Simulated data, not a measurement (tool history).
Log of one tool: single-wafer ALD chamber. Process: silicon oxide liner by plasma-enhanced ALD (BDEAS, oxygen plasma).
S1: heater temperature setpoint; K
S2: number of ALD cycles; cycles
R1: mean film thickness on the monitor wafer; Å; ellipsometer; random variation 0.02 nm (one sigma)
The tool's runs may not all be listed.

| run | hour | S1 | S2 | R1 |
|---|---|---|---|---|
| 1 | 0.0 | 588.15 | 78 | 71.052 |
| 2 | 2.4 | 588.15 | 69 | 62.609 |
| 3 | 9.8 | 592.15 | 69 | 62.716 |
| 4 | 16.1 | 601.15 | 69 | 61.450 |
| 5 | 17.4 | 594.15 | 69 | 62.209 |
| 6 | 24.8 | 594.15 | 77 | 69.723 |

Forecast run 7:
| 7 | 30.5 | 594.15 | 77 | ? |

R1: 69.352 Å
